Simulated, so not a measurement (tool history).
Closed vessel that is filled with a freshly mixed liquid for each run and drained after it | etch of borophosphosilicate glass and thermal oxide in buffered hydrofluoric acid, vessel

run	hour	temperature setpoint of the liquid (°C)	parts of 40 % ammonium fluoride to one part of 49 % hydrofluoric acid (parts by volume)	time in the liquid (s)	thickness taken off the borophosphosilicate glass on a monitor wafer (angstrom)	thickness taken off the thermal oxide on a monitor wafer (angstrom)
1	0.0	21.0	17.0	60	510.02	330.79
2	4.9	24.0	17.0	60	601.25	395.95
3	6.8	22.5	17.0	60	550.30	355.08
4	7.7	24.5	16.0	60	653.87	427.63
5	13.2	24.5	20.0	60	532.22	357.44
6	16.8	22.0	20.0	60	467.93	302.66
7	19.9	24.0	17.5	60	580.99	378.07
8	23.3	25.5	16.0	60	684.79	447.61
9	28.0	26.5	15.5	60	761.63	499.81
10	35.1	27.0	15.0	60	800.41	524.28
11	36.1	27.5	15.0	60	817.76	543.48

For run 12, what comes out?
12	42.5	28.0	14.5	60	?	?

Run 12 yielded thickness taken off the borophosphosilicate glass on a monitor wafer (angstrom) 874.36, thickness taken off the thermal oxide on a monitor wafer (angstrom) 563.52.
